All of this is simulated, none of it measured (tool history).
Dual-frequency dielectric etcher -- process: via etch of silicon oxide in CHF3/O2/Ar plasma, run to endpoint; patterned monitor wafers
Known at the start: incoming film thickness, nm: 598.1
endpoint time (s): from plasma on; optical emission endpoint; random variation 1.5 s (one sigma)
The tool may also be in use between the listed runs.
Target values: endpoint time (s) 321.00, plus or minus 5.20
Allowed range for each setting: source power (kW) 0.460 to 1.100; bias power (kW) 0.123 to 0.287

{"run": 1, "hour": 0.0, "source power (kW)": 0.78, "bias power (kW)": 0.205, "endpoint time (s)": 253.36}
{"run": 2, "hour": 3.8, "source power (kW)": 0.78, "bias power (kW)": 0.169, "endpoint time (s)": 281.36}
{"run": 3, "hour": 9.6, "source power (kW)": 0.73, "bias power (kW)": 0.168, "endpoint time (s)": 290.08}
{"run": 4, "hour": 11.9, "source power (kW)": 0.73, "bias power (kW)": 0.152, "endpoint time (s)": 305.35}
{"run": 5, "hour": 19.7, "source power (kW)": 0.79, "bias power (kW)": 0.152, "endpoint time (s)": 300.67}
{"run": 6, "hour": 21.0, "source power (kW)": 0.79, "bias power (kW)": 0.18, "endpoint time (s)": 271.09}
{"run": 7, "hour": 29.9, "source power (kW)": 0.73, "bias power (kW)": 0.179, "endpoint time (s)": 278.66}
{"run": 8, "hour": 35.6, "source power (kW)": 0.69, "bias power (kW)": 0.175, "endpoint time (s)": 288.23}

4 next moves are on the table. One of them brings every result within its allowed miss. Which?
{"run": "A", "hour": 41.3, "source power (kW)": 0.62, "bias power (kW)": 0.154, "endpoint time (s)": "?"}
{"run": "B", "hour": 41.3, "source power (kW)": 0.72, "bias power (kW)": 0.227, "endpoint time (s)": "?"}
{"run": "C", "hour": 41.3, "source power (kW)": 0.9, "bias power (kW)": 0.197, "endpoint time (s)": "?"}
{"run": "D", "hour": 41.3, "source power (kW)": 0.66, "bias power (kW)": 0.215, "endpoint time (s)": "?"}

move=A endpoint_time_(s)=320.08
move=B endpoint_time_(s)=244.52
move=C endpoint_time_(s)=244.74
move=D endpoint_time_(s)=259.00
A: in spec on every target
B: further off than the last run
C: further off than the last run
D: further off than the last run
Move A is the one to make.
